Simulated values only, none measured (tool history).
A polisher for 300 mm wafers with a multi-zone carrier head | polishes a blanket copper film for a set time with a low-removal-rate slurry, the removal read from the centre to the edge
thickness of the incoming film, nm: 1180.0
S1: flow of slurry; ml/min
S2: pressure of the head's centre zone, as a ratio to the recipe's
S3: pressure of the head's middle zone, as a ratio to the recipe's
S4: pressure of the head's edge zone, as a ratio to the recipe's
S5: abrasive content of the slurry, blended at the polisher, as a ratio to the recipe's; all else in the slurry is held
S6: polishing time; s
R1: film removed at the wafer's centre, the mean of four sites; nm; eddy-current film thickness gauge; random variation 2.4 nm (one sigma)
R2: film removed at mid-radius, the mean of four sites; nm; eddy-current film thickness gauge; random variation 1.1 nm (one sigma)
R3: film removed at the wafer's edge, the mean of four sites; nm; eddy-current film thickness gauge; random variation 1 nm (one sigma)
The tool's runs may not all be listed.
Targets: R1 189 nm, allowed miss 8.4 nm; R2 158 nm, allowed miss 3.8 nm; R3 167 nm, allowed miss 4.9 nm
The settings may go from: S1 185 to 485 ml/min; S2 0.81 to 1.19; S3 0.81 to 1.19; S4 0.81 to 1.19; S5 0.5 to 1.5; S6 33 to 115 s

| run | hour | S1 | S2 | S3 | S4 | S5 | S6 | R1 | R2 | R3 |
|---|---|---|---|---|---|---|---|---|---|---|
| 1 | 0 | 310 | 1 | 1 | 1 | 1 | 73 | 331.96 | 334.58 | 341.25 |
| 2 | 8.6 | 310 | 1 | 1 | 1.05 | 1 | 73 | 340.51 | 339.93 | 351.01 |
| 3 | 9.9 | 310 | 1 | 1 | 1.05 | 1.1 | 73 | 342.69 | 346.63 | 364.53 |
| 4 | 12.2 | 305 | 1 | 0.98 | 1.03 | 1.05 | 69 | 315.72 | 319.07 | 334.67 |
| 5 | 19.1 | 305 | 1.02 | 0.96 | 1.01 | 1 | 65 | 300.21 | 291.53 | 307.51 |
| 6 | 24 | 305 | 1.03 | 0.94 | 0.99 | 0.95 | 62 | 285.46 | 264.97 | 282 |
| 7 | 30.5 | 305 | 1.03 | 0.93 | 0.97 | 0.9 | 60 | 276.53 | 253.69 | 265.59 |
| 8 | 34.1 | 300 | 1.03 | 0.92 | 0.96 | 0.85 | 58 | 258.88 | 236.72 | 248.27 |
| 9 | 43.1 | 295 | 1.03 | 0.91 | 0.95 | 0.8 | 57 | 247.27 | 226.01 | 241.53 |
| 10 | 45.4 | 325 | 1.13 | 0.9 | 0.85 | 0.55 | 36 | 150.22 | 121.02 | 126.37 |
| 11 | 52.6 | 325 | 1.14 | 0.91 | 0.88 | 0.55 | 36 | 151.72 | 123.48 | 126.74 |
| 12 | 61.4 | 325 | 1.14 | 0.91 | 0.91 | 0.6 | 36 | 159.33 | 126.76 | 134.93 |
| 13 | 62.9 | 325 | 1.14 | 0.92 | 0.93 | 0.6 | 36 | 162.1 | 129.98 | 135.63 |
| 14 | 65 | 325 | 1.14 | 0.93 | 0.96 | 0.6 | 36 | 156.8 | 131.04 | 137.85 |
| 15 | 67.7 | 325 | 1.14 | 0.93 | 0.97 | 0.65 | 36 | 165.2 | 133.55 | 141.23 |
| 16 | 71.9 | 325 | 1.14 | 0.94 | 0.98 | 0.7 | 36 | 169.32 | 139.91 | 148.64 |
| 17 | 75.6 | 325 | 1.14 | 0.95 | 0.99 | 0.7 | 36 | 163.62 | 142.1 | 149.13 |
| 18 | 82.1 | 325 | 1.14 | 0.95 | 0.99 | 0.75 | 36 | 175.23 | 145.75 | 153.37 |
| 19 | 87.1 | 325 | 1.14 | 0.96 | 1.01 | 0.8 | 36 | 177.99 | 150.47 | 157.49 |
| 20 | 92.7 | 325 | 1.14 | 0.96 | 1.02 | 0.85 | 36 | 178.32 | 151.67 | 163.58 |
| 21 | 98.3 | 325 | 1.16 | 0.98 | 1.01 | 0.9 | 37 | 192.23 | 162.53 | 169.72 |

4 next moves are on the table. One of them brings every result within its allowed miss. Which?
| A | 103.9 | 275 | 1.19 | 0.92 | 1.04 | 1 | 35 | ? | ? | ? |
| B | 103.9 | 295 | 1.13 | 0.87 | 0.94 | 0.7 | 42 | ? | ? | ? |
| C | 103.9 | 410 | 1.19 | 1.01 | 0.97 | 0.8 | 36 | ? | ? | ? |
| D | 103.9 | 295 | 1.14 | 0.94 | 0.97 | 0.95 | 37 | ? | ? | ? |

| move | R1 | R2 | R3 |
|---|---|---|---|
| A | 185.7 | 148.26 | 165.95 |
| B | 188.42 | 151.31 | 168.72 |
| C | 184.45 | 158.62 | 157.21 |
| D | 186.45 | 158.16 | 167.71 |
A: takes the result that was furthest off past its target
B: takes the result that was furthest off past its target
C: brings the result that was furthest off to its target, and leaves another outside
D: meets every target
Answer: D
